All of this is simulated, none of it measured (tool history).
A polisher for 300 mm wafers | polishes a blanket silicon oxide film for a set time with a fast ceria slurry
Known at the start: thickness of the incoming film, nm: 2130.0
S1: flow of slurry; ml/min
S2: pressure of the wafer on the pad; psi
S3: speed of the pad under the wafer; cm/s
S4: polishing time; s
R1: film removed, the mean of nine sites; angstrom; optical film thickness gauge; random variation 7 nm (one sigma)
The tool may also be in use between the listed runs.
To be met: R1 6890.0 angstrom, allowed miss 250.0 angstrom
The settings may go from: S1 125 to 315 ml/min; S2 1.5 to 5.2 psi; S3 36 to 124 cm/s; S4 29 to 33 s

run,day,S1,S2,S3,S4,R1
1,0.000,205,3.3,80,33,5263.2
2,0.179,205,3.6,80,33,5762.2
3,0.396,205,3.8,80,33,5994.0
4,0.583,205,3.8,80,33,6033.6
5,0.692,205,3.9,80,33,6319.3
6,0.962,205,4.0,80,33,6248.3
7,1.071,205,4.1,80,33,6434.9
8,1.429,205,4.2,80,33,6607.0

Which of these 4 next moves meets every target?
A,1.788,240,4.4,90,32,?
B,1.788,210,4.4,86,33,?
C,1.788,195,4.8,78,31,?
D,1.788,195,4.5,84,33,?

move,R1
A,7761.9
B,7547.6
C,6960.9
D,7475.2
A: takes the result that was furthest off past its target
B: takes the result that was furthest off past its target
C: meets every target
D: takes the result that was furthest off past its target
The right move is C.
